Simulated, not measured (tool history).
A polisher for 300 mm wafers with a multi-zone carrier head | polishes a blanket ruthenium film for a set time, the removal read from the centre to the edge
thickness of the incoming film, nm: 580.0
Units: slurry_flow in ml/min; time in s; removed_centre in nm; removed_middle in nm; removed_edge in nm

{"run": 1, "hour": 0.0, "slurry_flow": 210, "centre_zone": 1, "middle_zone": 1, "edge_zone": 1, "time": 37, "removed_centre": 36.855, "removed_middle": 36.659, "removed_edge": 38.954}
{"run": 2, "hour": 2.6, "slurry_flow": 205, "centre_zone": 0.99, "middle_zone": 1.02, "edge_zone": 0.96, "time": 36, "removed_centre": 35.045, "removed_middle": 36.663, "removed_edge": 36.278}
{"run": 3, "hour": 4.2, "slurry_flow": 205, "centre_zone": 0.99, "middle_zone": 0.98, "edge_zone": 0.96, "time": 36, "removed_centre": 35.533, "removed_middle": 35.282, "removed_edge": 36.021}
{"run": 4, "hour": 10.7, "slurry_flow": 195, "centre_zone": 0.97, "middle_zone": 0.98, "edge_zone": 0.94, "time": 36, "removed_centre": 34.478, "removed_middle": 35.291, "removed_edge": 35.233}
{"run": 5, "hour": 15.0, "slurry_flow": 170, "centre_zone": 0.97, "middle_zone": 0.98, "edge_zone": 0.94, "time": 36, "removed_centre": 33.622, "removed_middle": 34.291, "removed_edge": 35.058}
{"run": 6, "hour": 21.8, "slurry_flow": 165, "centre_zone": 0.96, "middle_zone": 0.98, "edge_zone": 0.91, "time": 36, "removed_centre": 33.584, "removed_middle": 34.308, "removed_edge": 35.005}
{"run": 7, "hour": 26.9, "slurry_flow": 175, "centre_zone": 0.95, "middle_zone": 0.98, "edge_zone": 0.89, "time": 35, "removed_centre": 31.853, "removed_middle": 33.891, "removed_edge": 33.728}

Forecast run 8:
{"run": 8, "hour": 31.1, "slurry_flow": 180, "centre_zone": 0.96, "middle_zone": 0.99, "edge_zone": 0.87, "time": 34, "removed_centre": "?", "removed_middle": "?", "removed_edge": "?"}

removed_centre: 32.59 nm
removed_middle: 33.058 nm
removed_edge: 33.021 nm

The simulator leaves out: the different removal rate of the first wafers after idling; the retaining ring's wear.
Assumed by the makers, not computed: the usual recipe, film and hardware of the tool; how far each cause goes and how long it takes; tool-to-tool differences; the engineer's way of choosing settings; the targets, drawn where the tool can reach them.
